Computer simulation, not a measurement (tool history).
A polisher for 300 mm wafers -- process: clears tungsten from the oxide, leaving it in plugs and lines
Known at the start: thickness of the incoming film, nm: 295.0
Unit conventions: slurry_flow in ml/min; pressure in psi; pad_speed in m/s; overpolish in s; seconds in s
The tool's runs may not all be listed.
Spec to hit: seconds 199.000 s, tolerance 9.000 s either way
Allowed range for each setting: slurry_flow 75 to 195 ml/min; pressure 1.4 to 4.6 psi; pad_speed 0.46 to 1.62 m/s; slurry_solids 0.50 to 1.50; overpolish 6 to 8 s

run,hour,slurry_flow,pressure,pad_speed,slurry_solids,overpolish,seconds
1,0.0,125,3.0,1.04,1.00,8,79.576
2,0.8,120,2.5,0.92,1.00,8,103.600
3,1.5,115,2.1,0.82,1.00,8,134.280
4,4.7,115,2.1,0.72,1.00,8,149.720
5,5.3,115,2.1,0.72,1.10,8,146.730
6,10.4,115,2.1,0.72,1.10,8,147.300
7,12.2,110,1.9,0.70,1.10,8,165.010
8,20.9,105,1.8,0.70,1.10,8,170.850
9,21.8,100,1.7,0.70,1.10,8,173.020
10,26.6,100,1.6,0.68,1.10,8,186.530

4 candidate next runs follow, results not yet known. Just one meets every target within its allowed miss. Identify it.
A,31.4,75,1.8,0.76,1.25,8,?
B,31.4,100,1.5,0.74,1.10,8,?
C,31.4,110,2.0,0.56,1.00,6,?
D,31.4,95,1.5,0.76,1.15,8,?

move,seconds
A,168.930
B,179.620
C,198.390
D,175.790
A: lands further from the targets than the last run did
B: lands further from the targets than the last run did
C: every result lands within tolerance
D: lands further from the targets than the last run did
Answer: C
